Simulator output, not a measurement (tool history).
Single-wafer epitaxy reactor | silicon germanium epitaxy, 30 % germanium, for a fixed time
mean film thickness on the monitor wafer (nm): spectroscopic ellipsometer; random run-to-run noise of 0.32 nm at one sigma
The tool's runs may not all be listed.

| run | day | wafer temperature setpoint (pyrometer-controlled) (K) | chamber pressure (Pa) | mean film thickness on the monitor wafer (nm) |
|---|---|---|---|---|
| 1 | 0 | 863.15 | 2280 | 45.079 |
| 2 | 0.25 | 863.15 | 1907 | 41.445 |
| 3 | 0.404 | 863.15 | 1547 | 36.651 |
| 4 | 0.717 | 858.15 | 1547 | 33.298 |
| 5 | 0.983 | 866.15 | 1547 | 38.641 |
| 6 | 1.317 | 866.15 | 1773 | 41.82 |
| 7 | 1.396 | 866.15 | 1773 | 41.465 |
| 8 | 1.738 | 872.15 | 1787 | 47.264 |
| 9 | 1.767 | 872.15 | 1787 | 47.079 |
| 10 | 2.033 | 875.15 | 1800 | 49.692 |
| 11 | 2.2 | 886.15 | 1840 | 61.754 |

Forecast run 12:
| 12 | 2.321 | 885.15 | 1840 | ? |

mean film thickness on the monitor wafer (nm): 60.665

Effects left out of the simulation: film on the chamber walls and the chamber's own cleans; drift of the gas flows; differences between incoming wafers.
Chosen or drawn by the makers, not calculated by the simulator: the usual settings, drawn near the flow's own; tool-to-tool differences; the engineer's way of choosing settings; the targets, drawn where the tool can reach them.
